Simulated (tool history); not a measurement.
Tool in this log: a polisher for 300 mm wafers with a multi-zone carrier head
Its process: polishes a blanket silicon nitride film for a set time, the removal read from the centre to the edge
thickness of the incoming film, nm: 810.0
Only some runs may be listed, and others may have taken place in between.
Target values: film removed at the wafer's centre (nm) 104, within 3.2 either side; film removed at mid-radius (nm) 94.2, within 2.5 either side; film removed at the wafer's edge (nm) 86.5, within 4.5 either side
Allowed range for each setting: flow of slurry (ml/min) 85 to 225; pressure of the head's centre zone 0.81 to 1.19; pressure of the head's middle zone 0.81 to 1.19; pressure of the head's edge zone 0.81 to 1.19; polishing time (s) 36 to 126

run  hour  flow of slurry (ml/min)  pressure of the head's centre zone  pressure of the head's middle zone  pressure of the head's edge zone  polishing time (s)  film removed at the wafer's centre (nm)  film removed at mid-radius (nm)  film removed at the wafer's edge (nm)
  1     0                      145                                   1                                   1                                 1                  81                                   127.38                           121.42                                  123.9
  2   2.3                      145                                1.01                                   1                              0.95                  75                                   117.02                           114.74                                 112.71
  3   6.2                      140                                1.05                                0.99                              0.91                  71                                   115.34                           106.29                                 99.573
  4  14.9                      130                                1.05                                0.98                              0.89                  70                                   111.72                           101.65                                 99.436
  5  23.1                      130                                1.05                                0.98                              0.89                  78                                   125.73                            115.4                                 107.88
  6    31                      130                                1.05                                0.98                              0.87                  74                                   119.08                              108                                 101.58
  7  34.5                      130                                1.05                                0.98                              0.87                  74                                   117.61                           107.25                                 104.46
  8    43                      130                                1.06                                0.99                              0.86                  71                                   113.76                            104.2                                 101.48
  9  48.2                      140                                1.04                                0.96                              0.85                  70                                   112.13                           102.28                                 99.584
 10    56                      140                                1.04                                0.96                              0.85                  70                                   111.99                           102.77                                 96.952
 11  62.9                      145                                1.04                                0.95                              0.84                  68                                   111.27                           101.49                                 96.976
 12  67.4                      140                                1.05                                0.97                              0.83                  66                                   107.17                           97.829                                 91.536

Of the 5 settings listed for the next run, only one would bring every result within its allowed miss of target. Which one?
  A  71.9                      145                                1.09                                1.04                              0.81                  65                                        ?                                ?                                      ?
  B  71.9                      180                                1.04                                0.95                              0.81                  62                                        ?                                ?                                      ?
  C  71.9                      145                                   1                                0.96                              0.84                  69                                        ?                                ?                                      ?
  D  71.9                      155                                1.05                                1.14                              0.87                  63                                        ?                                ?                                      ?
  E  71.9                      120                                1.04                                0.92                               0.9                  66                                        ?                                ?                                      ?

move  film removed at the wafer's centre (nm)  film removed at mid-radius (nm)  film removed at the wafer's edge (nm)
   A                                   111.94                           101.22                                  88.92
   B                                   105.64                           94.508                                 86.923
   C                                   108.91                           102.44                                 95.986
   D                                    105.8                              105                                 89.554
   E                                   104.42                           92.485                                   92.6
A: lands further from the targets than the last run did
B: every result within its allowed miss
C: lands further from the targets than the last run did
D: lands further from the targets than the last run did
E: brings the last run's worst result on target, with another outside its allowed miss
So the answer is move B, the one that meets all the targets.

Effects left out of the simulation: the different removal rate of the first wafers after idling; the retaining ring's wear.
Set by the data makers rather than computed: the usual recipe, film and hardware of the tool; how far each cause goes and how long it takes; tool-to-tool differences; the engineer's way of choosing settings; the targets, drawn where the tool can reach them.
